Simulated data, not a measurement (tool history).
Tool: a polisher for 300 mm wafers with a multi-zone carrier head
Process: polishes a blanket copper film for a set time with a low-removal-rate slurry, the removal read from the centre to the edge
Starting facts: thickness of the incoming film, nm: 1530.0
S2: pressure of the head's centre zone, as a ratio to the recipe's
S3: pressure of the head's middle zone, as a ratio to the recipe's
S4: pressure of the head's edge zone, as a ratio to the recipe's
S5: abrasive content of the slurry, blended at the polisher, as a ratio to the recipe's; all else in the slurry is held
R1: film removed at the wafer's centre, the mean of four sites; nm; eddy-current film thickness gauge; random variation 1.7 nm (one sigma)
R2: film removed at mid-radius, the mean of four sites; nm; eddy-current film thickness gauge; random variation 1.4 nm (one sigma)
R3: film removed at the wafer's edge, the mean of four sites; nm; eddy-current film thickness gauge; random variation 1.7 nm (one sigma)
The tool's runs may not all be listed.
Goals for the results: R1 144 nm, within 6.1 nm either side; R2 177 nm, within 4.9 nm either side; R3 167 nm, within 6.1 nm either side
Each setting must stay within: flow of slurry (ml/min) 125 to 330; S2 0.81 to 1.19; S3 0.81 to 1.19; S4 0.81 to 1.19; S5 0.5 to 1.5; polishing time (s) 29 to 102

{"run": 1, "hour": 0.0, "flow of slurry (ml/min)": 210, "S2": 1, "S3": 1, "S4": 1, "S5": 1, "polishing time (s)": 65, "R1": 181.38, "R2": 179.88, "R3": 179.66}
{"run": 2, "hour": 8.7, "flow of slurry (ml/min)": 210, "S2": 1, "S3": 1, "S4": 1.06, "S5": 1, "polishing time (s)": 65, "R1": 176.62, "R2": 183.59, "R3": 185.1}
{"run": 3, "hour": 14.3, "flow of slurry (ml/min)": 210, "S2": 0.96, "S3": 1, "S4": 1.06, "S5": 1, "polishing time (s)": 65, "R1": 170.19, "R2": 182.77, "R3": 185.81}
{"run": 4, "hour": 19.7, "flow of slurry (ml/min)": 205, "S2": 0.94, "S3": 1.01, "S4": 1.05, "S5": 0.95, "polishing time (s)": 65, "R1": 165.36, "R2": 181.84, "R3": 180.41}
{"run": 5, "hour": 27.5, "flow of slurry (ml/min)": 200, "S2": 0.92, "S3": 1.01, "S4": 1.04, "S5": 0.95, "polishing time (s)": 65, "R1": 158.47, "R2": 177.46, "R3": 181.62}
{"run": 6, "hour": 32.2, "flow of slurry (ml/min)": 200, "S2": 0.92, "S3": 1.01, "S4": 1.01, "S5": 0.95, "polishing time (s)": 65, "R1": 161.9, "R2": 179.78, "R3": 173.56}
{"run": 7, "hour": 40.0, "flow of slurry (ml/min)": 195, "S2": 0.91, "S3": 1.01, "S4": 1.01, "S5": 0.95, "polishing time (s)": 65, "R1": 157.56, "R2": 177.82, "R3": 176.37}
{"run": 8, "hour": 41.1, "flow of slurry (ml/min)": 190, "S2": 0.9, "S3": 1.02, "S4": 1, "S5": 0.95, "polishing time (s)": 65, "R1": 157.05, "R2": 181.67, "R3": 176.11}
{"run": 9, "hour": 42.6, "flow of slurry (ml/min)": 190, "S2": 0.89, "S3": 1.02, "S4": 0.99, "S5": 0.95, "polishing time (s)": 65, "R1": 150.59, "R2": 178.08, "R3": 174}
{"run": 10, "hour": 45.5, "flow of slurry (ml/min)": 190, "S2": 0.89, "S3": 1.02, "S4": 0.98, "S5": 0.95, "polishing time (s)": 65, "R1": 155.57, "R2": 177.13, "R3": 174.92}
{"run": 11, "hour": 53.9, "flow of slurry (ml/min)": 185, "S2": 0.88, "S3": 1.03, "S4": 0.97, "S5": 0.95, "polishing time (s)": 65, "R1": 152.08, "R2": 180.95, "R3": 173.64}
{"run": 12, "hour": 58.5, "flow of slurry (ml/min)": 155, "S2": 0.86, "S3": 1.02, "S4": 0.93, "S5": 0.9, "polishing time (s)": 65, "R1": 139.26, "R2": 173.48, "R3": 168.41}

Next run, 4 choices. One meets every target within its allowed miss, the rest don't. Which?
{"run": "A", "hour": 63.1, "flow of slurry (ml/min)": 135, "S2": 0.85, "S3": 1.02, "S4": 0.88, "S5": 0.9, "polishing time (s)": 68, "R1": "?", "R2": "?", "R3": "?"}
{"run": "B", "hour": 63.1, "flow of slurry (ml/min)": 125, "S2": 0.84, "S3": 0.94, "S4": 0.85, "S5": 0.55, "polishing time (s)": 78, "R1": "?", "R2": "?", "R3": "?"}
{"run": "C", "hour": 63.1, "flow of slurry (ml/min)": 170, "S2": 0.83, "S3": 0.96, "S4": 0.93, "S5": 0.85, "polishing time (s)": 72, "R1": "?", "R2": "?", "R3": "?"}
{"run": "D", "hour": 63.1, "flow of slurry (ml/min)": 125, "S2": 0.81, "S3": 1.02, "S4": 0.95, "S5": 0.75, "polishing time (s)": 69, "R1": "?", "R2": "?", "R3": "?"}

move=A R1=142.68 R2=176.7 R3=167.72
move=B R1=143.86 R2=170.06 R3=170.1
move=C R1=152.67 R2=184.18 R3=185.21
move=D R1=130.48 R2=170.03 R3=167.42
A: in spec on every target
B: gets the furthest-off result to its target, but another result is out of tolerance
C: the result that was furthest off in the last run now lies on the other side of its target
D: moves away from the targets compared with the last run
Go with A: it meets all targets.

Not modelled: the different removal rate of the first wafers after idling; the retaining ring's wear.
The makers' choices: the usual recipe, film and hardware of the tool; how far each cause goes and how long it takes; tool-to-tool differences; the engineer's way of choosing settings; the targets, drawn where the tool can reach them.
